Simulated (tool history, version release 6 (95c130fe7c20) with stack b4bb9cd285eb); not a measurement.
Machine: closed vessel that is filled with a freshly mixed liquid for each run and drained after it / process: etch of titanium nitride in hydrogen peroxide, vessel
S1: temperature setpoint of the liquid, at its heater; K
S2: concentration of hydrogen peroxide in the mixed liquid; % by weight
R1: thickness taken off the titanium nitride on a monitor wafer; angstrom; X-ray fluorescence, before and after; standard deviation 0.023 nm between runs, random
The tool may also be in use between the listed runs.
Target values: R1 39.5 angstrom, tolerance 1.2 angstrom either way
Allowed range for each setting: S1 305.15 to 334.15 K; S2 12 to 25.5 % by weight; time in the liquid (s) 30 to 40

{"run": 1, "hour": 0.0, "S1": 318.15, "S2": 17.5, "time in the liquid (s)": 40, "R1": 22.253}
{"run": 2, "hour": 8.5, "S1": 318.15, "S2": 17.5, "time in the liquid (s)": 40, "R1": 22.155}
{"run": 3, "hour": 15.1, "S1": 319.65, "S2": 17.5, "time in the liquid (s)": 40, "R1": 25.125}
{"run": 4, "hour": 19.4, "S1": 319.65, "S2": 17.5, "time in the liquid (s)": 30, "R1": 18.887}
{"run": 5, "hour": 24.1, "S1": 324.65, "S2": 17.5, "time in the liquid (s)": 30, "R1": 26.905}
{"run": 6, "hour": 29.4, "S1": 326.15, "S2": 17.5, "time in the liquid (s)": 30, "R1": 29.925}
{"run": 7, "hour": 31.8, "S1": 327.15, "S2": 17.5, "time in the liquid (s)": 30, "R1": 32.174}
{"run": 8, "hour": 34.8, "S1": 327.65, "S2": 17.5, "time in the liquid (s)": 30, "R1": 33.351}
{"run": 9, "hour": 37.1, "S1": 328.15, "S2": 17.5, "time in the liquid (s)": 30, "R1": 34.308}
{"run": 10, "hour": 46.2, "S1": 328.65, "S2": 17.5, "time in the liquid (s)": 30, "R1": 35.485}
{"run": 11, "hour": 49.7, "S1": 329.15, "S2": 17.5, "time in the liquid (s)": 30, "R1": 37.018}

5 candidate next runs follow, results not yet known. Just one meets every target within its allowed miss. Identify it.
{"run": "A", "hour": 53.2, "S1": 329.15, "S2": 17, "time in the liquid (s)": 30, "R1": "?"}
{"run": "B", "hour": 53.2, "S1": 328.65, "S2": 19.5, "time in the liquid (s)": 30, "R1": "?"}
{"run": "C", "hour": 53.2, "S1": 328.65, "S2": 19, "time in the liquid (s)": 30, "R1": "?"}
{"run": "D", "hour": 53.2, "S1": 326.15, "S2": 15.5, "time in the liquid (s)": 40, "R1": "?"}
{"run": "E", "hour": 53.2, "S1": 328.15, "S2": 17.5, "time in the liquid (s)": 30, "R1": "?"}

move=A R1=36.83
move=B R1=36.623
move=C R1=36.42
move=D R1=39.005
move=E R1=34.558
A: misses by more than the last run did
B: misses by more than the last run did
C: misses by more than the last run did
D: all results in spec
E: misses by more than the last run did
Answer: D
